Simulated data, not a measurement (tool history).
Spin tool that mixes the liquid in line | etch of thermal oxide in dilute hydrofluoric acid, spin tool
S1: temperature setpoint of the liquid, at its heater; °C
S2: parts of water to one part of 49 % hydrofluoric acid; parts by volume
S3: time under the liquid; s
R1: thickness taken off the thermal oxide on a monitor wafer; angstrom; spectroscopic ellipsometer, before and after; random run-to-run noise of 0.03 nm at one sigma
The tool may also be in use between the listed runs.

{"run": 1, "hour": 0.0, "S1": 23, "S2": 60, "S3": 205, "R1": 147.72}
{"run": 2, "hour": 2.9, "S1": 23, "S2": 40, "S3": 205, "R1": 228.71}
{"run": 3, "hour": 10.0, "S1": 26, "S2": 40, "S3": 205, "R1": 256.06}
{"run": 4, "hour": 13.4, "S1": 24, "S2": 50, "S3": 205, "R1": 186.32}
{"run": 5, "hour": 20.2, "S1": 22.5, "S2": 55, "S3": 205, "R1": 157.86}
{"run": 6, "hour": 28.6, "S1": 22.5, "S2": 55, "S3": 215, "R1": 167.14}
{"run": 7, "hour": 36.8, "S1": 21.5, "S2": 60, "S3": 215, "R1": 145.63}
{"run": 8, "hour": 40.4, "S1": 20.5, "S2": 65, "S3": 215, "R1": 128.06}
{"run": 9, "hour": 42.6, "S1": 20, "S2": 70, "S3": 215, "R1": 115.42}

Expected results for the next run?
{"run": 10, "hour": 49.0, "S1": 17, "S2": 85, "S3": 215, "R1": "?"}

{"run 10": {"R1": 82.568}}
